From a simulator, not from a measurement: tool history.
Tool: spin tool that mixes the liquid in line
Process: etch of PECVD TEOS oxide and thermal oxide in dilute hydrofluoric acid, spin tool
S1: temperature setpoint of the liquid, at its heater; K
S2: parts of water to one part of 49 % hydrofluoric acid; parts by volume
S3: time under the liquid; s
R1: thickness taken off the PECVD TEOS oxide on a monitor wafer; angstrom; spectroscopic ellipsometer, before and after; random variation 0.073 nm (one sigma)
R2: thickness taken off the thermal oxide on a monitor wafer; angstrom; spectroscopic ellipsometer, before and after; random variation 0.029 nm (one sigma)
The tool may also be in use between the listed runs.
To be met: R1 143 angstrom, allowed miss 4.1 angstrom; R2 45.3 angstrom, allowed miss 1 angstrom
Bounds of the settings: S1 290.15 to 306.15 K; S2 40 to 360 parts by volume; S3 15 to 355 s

run,hour,S1,S2,S3,R1,R2
1,0,298.15,200,180,119.86,37.986
2,1.3,300.65,200,180,131.07,41.383
3,4,300.65,200,110,79.884,25.444
4,9.3,300.65,270,110,55.255,17.448
5,13.1,300.65,270,65,32.253,10.185
6,17.1,301.65,235,65,39.821,12.737
7,20.7,301.65,200,70,53.021,16.747
8,25.7,302.15,170,70,65.255,20.929
9,28.7,302.65,150,70,77.499,24.443
10,32.1,303.15,135,70,89.097,28.374
11,37.8,303.65,125,70,98.979,31.519
12,46.5,304.15,120,70,106.67,33.909
13,47.7,306.15,80,70,181.21,58.092
14,52.5,305.65,80,70,179.73,57.246
15,59,305.15,80,70,176.3,55.589
16,67.7,304.65,80,70,172.32,54.329
17,69.9,304.15,80,70,169.4,53.849
18,73.7,303.15,80,70,161.92,51.768
19,75,302.65,80,70,158.59,50.679

4 next moves are on the table. One of them brings every result within its allowed miss. Which?
A,76.3,302.15,125,100,?,?
B,76.3,306.15,180,150,?,?
C,76.3,306.15,135,100,?,?
D,76.3,296.15,40,45,?,?

move,R1,R2
A,135.1,42.794
B,150.72,47.742
C,142.6,45.167
D,167.8,53.15
A: takes the result that was furthest off past its target
B: nearer than the last run, and not there yet
C: meets every target
D: further off than the last run
Answer: C
